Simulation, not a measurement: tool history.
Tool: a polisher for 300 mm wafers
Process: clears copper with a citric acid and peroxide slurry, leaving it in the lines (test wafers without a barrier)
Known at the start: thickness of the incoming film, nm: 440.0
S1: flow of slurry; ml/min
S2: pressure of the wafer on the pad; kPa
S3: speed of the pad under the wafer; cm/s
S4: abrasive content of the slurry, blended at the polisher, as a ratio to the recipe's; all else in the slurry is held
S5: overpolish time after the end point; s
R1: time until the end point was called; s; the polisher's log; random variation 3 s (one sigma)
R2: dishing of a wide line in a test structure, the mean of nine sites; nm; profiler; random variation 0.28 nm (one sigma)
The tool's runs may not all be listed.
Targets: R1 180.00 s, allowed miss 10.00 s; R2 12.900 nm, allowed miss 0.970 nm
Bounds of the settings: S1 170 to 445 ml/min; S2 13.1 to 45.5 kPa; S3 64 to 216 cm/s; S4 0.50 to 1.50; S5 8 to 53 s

run 1 day=0.000 | S1=285 S2=29.0 S3=140 S4=1.00 S5=27 | R1=117.91 R2=27.613
run 2 day=0.200 | S1=285 S2=34.5 S3=140 S4=1.00 S5=27 | R1=102.97 R2=28.439
run 3 day=0.404 | S1=285 S2=31.0 S3=140 S4=1.00 S5=24 | R1=114.09 R2=27.314
run 4 day=0.771 | S1=285 S2=31.0 S3=140 S4=1.00 S5=15 | R1=112.11 R2=24.231
run 5 day=0.983 | S1=285 S2=28.3 S3=140 S4=1.00 S5=14 | R1=125.16 R2=22.009
run 6 day=1.212 | S1=285 S2=26.2 S3=142 S4=1.00 S5=13 | R1=133.71 R2=21.474
run 7 day=1.246 | S1=280 S2=24.1 S3=146 S4=0.95 S5=12 | R1=134.24 R2=19.078
run 8 day=1.346 | S1=275 S2=22.8 S3=146 S4=0.90 S5=11 | R1=147.84 R2=18.129
run 9 day=1.450 | S1=195 S2=14.5 S3=184 S4=0.65 S5=8 | R1=207.73 R2=11.450
run 10 day=1.650 | S1=205 S2=14.5 S3=184 S4=0.65 S5=8 | R1=207.43 R2=11.844
run 11 day=1.904 | S1=210 S2=15.2 S3=184 S4=0.65 S5=8 | R1=195.01 R2=11.904
run 12 day=1.967 | S1=215 S2=15.2 S3=184 S4=0.65 S5=8 | R1=200.33 R2=12.020
run 13 day=2.067 | S1=220 S2=15.2 S3=184 S4=0.65 S5=8 | R1=193.91 R2=12.263
run 14 day=2.442 | S1=225 S2=15.2 S3=184 S4=0.65 S5=8 | R1=200.87 R2=11.449

5 next moves are on the table. One of them brings every result within its allowed miss. Which?
run A day=2.817 | S1=180 S2=17.9 S3=150 S4=0.60 S5=13 | R1=? R2=?
run B day=2.817 | S1=275 S2=13.8 S3=170 S4=0.60 S5=8 | R1=? R2=?
run C day=2.817 | S1=315 S2=13.8 S3=216 S4=0.70 S5=8 | R1=? R2=?
run D day=2.817 | S1=235 S2=14.5 S3=166 S4=1.05 S5=11 | R1=? R2=?
run E day=2.817 | S1=235 S2=16.5 S3=188 S4=0.60 S5=10 | R1=? R2=?

move=A R1=206.32 R2=15.718
move=B R1=226.69 R2=10.367
move=C R1=172.60 R2=12.690
move=D R1=194.67 R2=14.572
move=E R1=176.12 R2=14.654
A: further off than the last run
B: further off than the last run
C: meets every target
D: nearer than the last run, and not there yet
E: brings the result that was furthest off to its target, and leaves another outside
The right move is C.
